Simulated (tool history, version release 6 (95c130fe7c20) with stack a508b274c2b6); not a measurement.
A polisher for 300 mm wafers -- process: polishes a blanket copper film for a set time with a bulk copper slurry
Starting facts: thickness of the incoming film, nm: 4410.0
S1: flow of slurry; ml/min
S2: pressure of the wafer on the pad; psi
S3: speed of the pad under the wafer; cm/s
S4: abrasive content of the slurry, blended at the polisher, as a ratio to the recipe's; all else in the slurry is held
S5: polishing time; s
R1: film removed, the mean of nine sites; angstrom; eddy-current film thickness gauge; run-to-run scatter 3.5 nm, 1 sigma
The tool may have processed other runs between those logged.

run 1 hour=0.0 | S1=170 S2=2.8 S3=96 S4=1.00 S5=46 | R1=4745.5
run 2 hour=6.6 | S1=170 S2=2.8 S3=96 S4=1.15 S5=46 | R1=4910.7
run 3 hour=10.2 | S1=170 S2=2.8 S3=96 S4=1.05 S5=46 | R1=4818.2
run 4 hour=17.4 | S1=170 S2=2.5 S3=94 S4=1.05 S5=46 | R1=4446.7
run 5 hour=19.0 | S1=170 S2=2.5 S3=94 S4=1.05 S5=46 | R1=4275.2
run 6 hour=24.0 | S1=170 S2=2.5 S3=112 S4=1.05 S5=46 | R1=4976.9
run 7 hour=24.7 | S1=170 S2=2.2 S3=106 S4=1.05 S5=46 | R1=4223.9
run 8 hour=26.5 | S1=170 S2=2.0 S3=102 S4=1.05 S5=46 | R1=3795.5
run 9 hour=31.8 | S1=170 S2=1.8 S3=100 S4=1.05 S5=46 | R1=3362.2

Expected results for the next run?
run 10 hour=39.9 | S1=170 S2=1.7 S3=100 S4=1.05 S5=46 | R1=?

{"run 10": {"R1": 3231.1}}

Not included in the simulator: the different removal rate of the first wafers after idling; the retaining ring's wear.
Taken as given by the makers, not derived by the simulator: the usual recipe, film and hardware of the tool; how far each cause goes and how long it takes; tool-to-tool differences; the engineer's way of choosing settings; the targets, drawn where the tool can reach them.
